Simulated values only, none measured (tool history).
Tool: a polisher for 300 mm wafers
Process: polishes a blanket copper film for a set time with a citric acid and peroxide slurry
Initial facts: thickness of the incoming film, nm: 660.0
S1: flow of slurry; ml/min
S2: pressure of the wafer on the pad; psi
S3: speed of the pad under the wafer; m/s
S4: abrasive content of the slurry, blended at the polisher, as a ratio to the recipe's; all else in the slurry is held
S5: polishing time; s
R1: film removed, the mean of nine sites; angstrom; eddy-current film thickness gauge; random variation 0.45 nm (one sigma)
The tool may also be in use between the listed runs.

{"run": 1, "hour": 0.0, "S1": 175, "S2": 4.1, "S3": 0.84, "S4": 1, "S5": 40, "R1": 1104.5}
{"run": 2, "hour": 5.6, "S1": 175, "S2": 3.6, "S3": 0.84, "S4": 1, "S5": 40, "R1": 978}
{"run": 3, "hour": 6.8, "S1": 175, "S2": 3.6, "S3": 0.84, "S4": 1.1, "S5": 40, "R1": 1011.9}
{"run": 4, "hour": 11.6, "S1": 175, "S2": 3.6, "S3": 0.74, "S4": 1.1, "S5": 40, "R1": 907.22}
{"run": 5, "hour": 20.5, "S1": 175, "S2": 3.4, "S3": 0.72, "S4": 1.1, "S5": 40, "R1": 835.17}
{"run": 6, "hour": 29.0, "S1": 175, "S2": 3.4, "S3": 0.6, "S4": 1.1, "S5": 40, "R1": 727.23}
{"run": 7, "hour": 30.0, "S1": 175, "S2": 3.2, "S3": 0.6, "S4": 1.1, "S5": 40, "R1": 687.87}
{"run": 8, "hour": 33.7, "S1": 175, "S2": 3, "S3": 0.6, "S4": 1.1, "S5": 40, "R1": 647.13}
{"run": 9, "hour": 40.6, "S1": 175, "S2": 2.9, "S3": 0.6, "S4": 1.1, "S5": 40, "R1": 642.57}
{"run": 10, "hour": 46.3, "S1": 175, "S2": 2.8, "S3": 0.6, "S4": 1.1, "S5": 40, "R1": 602.17}
{"run": 11, "hour": 55.2, "S1": 175, "S2": 2.7, "S3": 0.6, "S4": 1.1, "S5": 40, "R1": 593.78}
{"run": 12, "hour": 60.4, "S1": 175, "S2": 2.6, "S3": 0.6, "S4": 1.1, "S5": 40, "R1": 567.55}
{"run": 13, "hour": 62.8, "S1": 175, "S2": 2.5, "S3": 0.6, "S4": 1.1, "S5": 40, "R1": 546.3}

Run 14 is up next; what results do you expect?
{"run": 14, "hour": 64.6, "S1": 165, "S2": 1.9, "S3": 0.58, "S4": 1.1, "S5": 40, "R1": "?"}

{"run 14": {"R1": 415.06}}

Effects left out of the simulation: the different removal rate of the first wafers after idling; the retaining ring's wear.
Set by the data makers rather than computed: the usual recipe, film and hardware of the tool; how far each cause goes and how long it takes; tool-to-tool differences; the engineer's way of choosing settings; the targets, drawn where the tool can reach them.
